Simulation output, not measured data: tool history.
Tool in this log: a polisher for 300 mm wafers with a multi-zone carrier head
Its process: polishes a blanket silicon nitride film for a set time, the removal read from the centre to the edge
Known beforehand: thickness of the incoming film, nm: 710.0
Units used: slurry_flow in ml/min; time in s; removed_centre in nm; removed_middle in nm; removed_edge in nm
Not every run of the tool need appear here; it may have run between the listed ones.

run 1 hour=0.0 | slurry_flow=205 centre_zone=1.00 middle_zone=1.00 edge_zone=1.00 time=64 | removed_centre=109.920 removed_middle=111.90 removed_edge=110.84
run 2 hour=4.0 | slurry_flow=205 centre_zone=0.92 middle_zone=1.00 edge_zone=1.00 time=64 | removed_centre=104.550 removed_middle=113.07 removed_edge=111.23
run 3 hour=10.8 | slurry_flow=205 centre_zone=0.92 middle_zone=1.07 edge_zone=1.00 time=64 | removed_centre=104.550 removed_middle=118.50 removed_edge=110.48
run 4 hour=16.9 | slurry_flow=205 centre_zone=0.84 middle_zone=1.07 edge_zone=1.00 time=64 | removed_centre=98.303 removed_middle=119.90 removed_edge=111.35
run 5 hour=24.8 | slurry_flow=215 centre_zone=0.89 middle_zone=1.07 edge_zone=1.00 time=64 | removed_centre=100.690 removed_middle=119.35 removed_edge=113.50
run 6 hour=32.7 | slurry_flow=215 centre_zone=0.84 middle_zone=1.07 edge_zone=1.00 time=64 | removed_centre=96.907 removed_middle=120.14 removed_edge=109.12
run 7 hour=35.8 | slurry_flow=215 centre_zone=0.84 middle_zone=1.07 edge_zone=1.00 time=64 | removed_centre=97.704 removed_middle=120.11 removed_edge=109.86
run 8 hour=37.2 | slurry_flow=220 centre_zone=0.90 middle_zone=1.08 edge_zone=0.99 time=65 | removed_centre=105.330 removed_middle=124.54 removed_edge=111.06
run 9 hour=40.5 | slurry_flow=220 centre_zone=0.94 middle_zone=1.07 edge_zone=1.00 time=65 | removed_centre=108.810 removed_middle=123.51 removed_edge=111.83
run 10 hour=46.2 | slurry_flow=220 centre_zone=0.94 middle_zone=1.07 edge_zone=1.00 time=65 | removed_centre=108.380 removed_middle=121.29 removed_edge=111.22
run 11 hour=52.3 | slurry_flow=225 centre_zone=0.97 middle_zone=1.07 edge_zone=1.01 time=66 | removed_centre=110.940 removed_middle=123.14 removed_edge=114.45
run 12 hour=55.0 | slurry_flow=225 centre_zone=1.00 middle_zone=1.07 edge_zone=1.01 time=67 | removed_centre=118.720 removed_middle=125.04 removed_edge=116.67
run 13 hour=58.1 | slurry_flow=225 centre_zone=1.02 middle_zone=1.07 edge_zone=1.01 time=67 | removed_centre=117.020 removed_middle=127.35 removed_edge=115.32

Forecast run 14:
run 14 hour=61.6 | slurry_flow=225 centre_zone=1.04 middle_zone=1.06 edge_zone=1.01 time=67 | removed_centre=? removed_middle=? removed_edge=?

removed_centre: 120.060 nm
removed_middle: 124.18 nm
removed_edge: 118.63 nm
